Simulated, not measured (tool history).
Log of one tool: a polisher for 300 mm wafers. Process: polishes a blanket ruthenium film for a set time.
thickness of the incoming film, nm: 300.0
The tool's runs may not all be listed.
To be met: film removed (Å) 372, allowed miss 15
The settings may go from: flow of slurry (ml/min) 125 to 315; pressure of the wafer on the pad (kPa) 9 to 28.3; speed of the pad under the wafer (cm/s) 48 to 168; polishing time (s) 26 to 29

run  hour  flow of slurry (ml/min)  pressure of the wafer on the pad (kPa)  speed of the pad under the wafer (cm/s)  polishing time (s)  film removed (Å)
  1     0                      205                                    18.6                                      108                  29            537.47
  2     5                      205                                    17.9                                      108                  29            504.72
  3     7                      205                                    17.9                                      108                  26            465.53
  4  12.9                      175                                    17.9                                      108                  26            453.86
  5  19.3                      130                                    17.9                                      108                  26             423.2
  6  22.7                      130                                    20.7                                      108                  26            484.76
  7    28                      130                                      20                                      108                  26             468.9
  8  30.3                      130                                    19.3                                      108                  26            449.62
  9  37.2                      130                                    18.6                                      108                  26            437.32
 10  40.7                      130                                    17.9                                      108                  26            418.48
 11  44.9                      130                                    16.5                                      108                  26            395.94

5 next moves are on the table. One of them brings every result within its allowed miss. Which?
  A  49.1                      125                                    15.2                                      118                  26                 ?
  B  49.1                      260                                    17.2                                       90                  28                 ?
  C  49.1                      130                                    17.9                                      102                  26                 ?
  D  49.1                      125                                    24.1                                       62                  26                 ?
  E  49.1                      215                                    15.9                                      100                  29                 ?

move  film removed (Å)
   A            377.26
   B            443.49
   C            409.95
   D            417.54
   E            439.77
A: meets every target
B: further off than the last run
C: further off than the last run
D: further off than the last run
E: further off than the last run
Answer: A

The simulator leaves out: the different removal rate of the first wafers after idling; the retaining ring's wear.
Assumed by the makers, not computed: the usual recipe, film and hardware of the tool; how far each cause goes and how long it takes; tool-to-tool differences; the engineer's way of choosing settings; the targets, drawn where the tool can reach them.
